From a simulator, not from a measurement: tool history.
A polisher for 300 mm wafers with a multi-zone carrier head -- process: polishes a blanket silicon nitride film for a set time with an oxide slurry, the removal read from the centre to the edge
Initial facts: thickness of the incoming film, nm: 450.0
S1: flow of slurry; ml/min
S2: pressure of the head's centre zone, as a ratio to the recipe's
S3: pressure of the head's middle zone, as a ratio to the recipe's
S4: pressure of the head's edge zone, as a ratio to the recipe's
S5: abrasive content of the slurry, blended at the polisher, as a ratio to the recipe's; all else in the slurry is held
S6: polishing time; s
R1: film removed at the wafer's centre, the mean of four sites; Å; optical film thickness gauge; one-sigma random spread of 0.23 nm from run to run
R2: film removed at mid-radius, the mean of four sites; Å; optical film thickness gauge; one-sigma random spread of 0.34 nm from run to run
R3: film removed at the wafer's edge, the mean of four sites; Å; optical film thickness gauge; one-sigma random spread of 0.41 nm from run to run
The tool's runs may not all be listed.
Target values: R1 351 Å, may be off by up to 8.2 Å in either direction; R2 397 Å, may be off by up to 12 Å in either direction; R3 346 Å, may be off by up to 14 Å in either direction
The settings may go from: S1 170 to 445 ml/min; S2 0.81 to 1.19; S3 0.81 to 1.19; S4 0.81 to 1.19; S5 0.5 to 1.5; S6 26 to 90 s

run,hour,S1,S2,S3,S4,S5,S6,R1,R2,R3
1,0,285,1,1,1,1,58,417.3,415.32,431.02
2,1.5,285,1,1,1.06,1,58,421.74,417.66,451.71
3,3.1,285,0.99,1.01,1.03,0.95,58,405.68,416.6,432.56
4,6.5,285,0.99,1.01,0.96,0.95,58,405.54,417.35,413.57
5,14.1,285,0.99,1.01,0.96,0.8,58,380.52,391.84,396.57
6,15.9,285,0.99,1.01,0.96,0.9,58,395.96,409.27,407.87
7,18.7,280,0.99,1.01,0.94,0.9,58,401.47,405.67,404.14
8,20,280,0.98,1.02,0.92,0.85,58,387.43,397.58,398.18
9,22.1,280,0.98,1.02,0.92,0.85,58,384.3,398.7,390.63
10,22.8,275,0.98,1.03,0.9,0.85,58,383.06,407.23,394.18
11,23.3,290,0.98,1.04,0.89,0.8,58,381.82,403.21,379.16
12,26.3,290,0.98,1.05,0.88,0.8,58,375.58,396.97,383
13,31.8,280,0.99,1.07,0.87,0.8,58,379.34,405.34,372.32
14,37.2,275,0.99,1.08,0.86,0.8,58,378.27,413.47,376
15,38.5,275,0.99,1.08,0.85,0.8,58,379.17,412.71,366.17
16,45.2,270,0.99,1.08,0.84,0.8,58,383.2,410.39,370.94
17,48.4,270,0.99,1.09,0.84,0.8,58,375.27,417.29,365.33
18,54.1,265,0.99,1.09,0.84,0.8,58,377.96,413.9,363.21
19,55.2,260,0.98,1.09,0.84,0.8,58,369.48,412.03,366.16
20,61.2,255,0.98,1.09,0.84,0.8,58,374.52,416.07,361.56
21,64.2,250,0.97,1.09,0.84,0.8,58,369.04,408.62,363.96
22,73.1,225,0.96,1.11,0.81,0.7,58,343,395.49,339.47
23,79.1,230,0.96,1.11,0.81,0.7,58,344.66,398.58,336.02

4 candidate next runs follow, results not yet known. Just one meets every target within its allowed miss. Identify it.
A,85.1,170,0.93,1.18,0.81,0.8,58,?,?,?
B,85.1,260,0.95,1.12,0.81,0.75,55,?,?,?
C,85.1,300,1.02,1.18,0.95,0.65,56,?,?,?
D,85.1,220,0.93,1.13,0.85,0.65,60,?,?,?

move,R1,R2,R3
A,331.81,409.97,341.52
B,333.07,382.68,329.07
C,349.82,390.34,343.67
D,328.93,389.93,341.47
A: its largest miss is bigger than the last run's
B: its largest miss is bigger than the last run's
C: in spec on every target
D: its largest miss is bigger than the last run's
C meets every target.
